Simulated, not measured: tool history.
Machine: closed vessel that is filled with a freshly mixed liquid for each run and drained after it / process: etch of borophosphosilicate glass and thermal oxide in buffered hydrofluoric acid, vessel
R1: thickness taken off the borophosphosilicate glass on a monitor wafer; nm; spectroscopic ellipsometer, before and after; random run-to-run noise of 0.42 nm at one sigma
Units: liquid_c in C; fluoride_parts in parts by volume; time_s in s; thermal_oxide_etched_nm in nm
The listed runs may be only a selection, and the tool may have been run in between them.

Run 1, hour 0.0: liquid_c 20.0 C, fluoride_parts 17.5 parts by volume, time_s 60 s. Result: R1 53.822 nm, thermal_oxide_etched_nm 30.700 nm.
Run 2, hour 5.4: liquid_c 17.0 C, fluoride_parts 17.5 parts by volume, time_s 60 s. Result: R1 45.032 nm, thermal_oxide_etched_nm 25.628 nm.
Run 3, hour 8.2: liquid_c 18.0 C, fluoride_parts 17.5 parts by volume, time_s 60 s. Result: R1 47.655 nm, thermal_oxide_etched_nm 27.175 nm.
Run 4, hour 14.0: liquid_c 18.5 C, fluoride_parts 17.5 parts by volume, time_s 60 s. Result: R1 48.797 nm, thermal_oxide_etched_nm 28.045 nm.
Run 5, hour 20.7: liquid_c 20.0 C, fluoride_parts 17.5 parts by volume, time_s 60 s. Result: R1 53.692 nm, thermal_oxide_etched_nm 30.616 nm.
Run 6, hour 22.5: liquid_c 20.0 C, fluoride_parts 17.5 parts by volume, time_s 45 s. Result: R1 40.743 nm, thermal_oxide_etched_nm 23.026 nm.
Run 7, hour 30.6: liquid_c 24.0 C, fluoride_parts 17.5 parts by volume, time_s 45 s. Result: R1 50.104 nm, thermal_oxide_etched_nm 28.583 nm.
Run 8, hour 33.7: liquid_c 24.5 C, fluoride_parts 17.5 parts by volume, time_s 45 s. Result: R1 51.789 nm, thermal_oxide_etched_nm 29.008 nm.
Run 9, hour 40.4: liquid_c 25.0 C, fluoride_parts 17.5 parts by volume, time_s 45 s. Result: R1 52.971 nm, thermal_oxide_etched_nm 30.432 nm.
Run 10, hour 49.2: liquid_c 25.0 C, fluoride_parts 17.5 parts by volume, time_s 45 s. Result: R1 52.762 nm, thermal_oxide_etched_nm 30.401 nm.
Run 11, hour 53.4: liquid_c 25.5 C, fluoride_parts 17.5 parts by volume, time_s 45 s. Result: R1 54.376 nm, thermal_oxide_etched_nm 30.947 nm.
Run 12, hour 62.3: liquid_c 26.0 C, fluoride_parts 17.5 parts by volume, time_s 45 s. Result: R1 55.952 nm, thermal_oxide_etched_nm 31.736 nm.

Estimate the outcome of run 13 from the log above:
Run 13, hour 63.8: liquid_c 26.5 C, fluoride_parts 17.5 parts by volume, time_s 45 s. Result: R1 ?, thermal_oxide_etched_nm ?.

{"run 13": {"R1": 56.946, "thermal_oxide_etched_nm": 32.92}}
